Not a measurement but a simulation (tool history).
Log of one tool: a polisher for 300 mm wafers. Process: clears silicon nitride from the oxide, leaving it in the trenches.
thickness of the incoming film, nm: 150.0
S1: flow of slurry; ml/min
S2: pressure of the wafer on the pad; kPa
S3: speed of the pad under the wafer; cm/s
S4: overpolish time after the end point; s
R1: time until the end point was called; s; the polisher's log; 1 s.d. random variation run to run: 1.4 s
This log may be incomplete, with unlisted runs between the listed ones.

run	hour	S1	S2	S3	S4	R1
1	0.0	210	20.0	126	5	114.850
2	1.3	230	20.0	126	5	114.230
3	3.7	230	19.3	126	5	116.660
4	7.5	230	24.1	126	5	95.684
5	11.7	280	24.1	126	5	90.509
6	14.7	280	24.1	126	5	92.607

Estimate the outcome of run 7 from the log above:
7	20.9	280	23.4	126	5	?

{"run 7": {"R1": 94.643}}
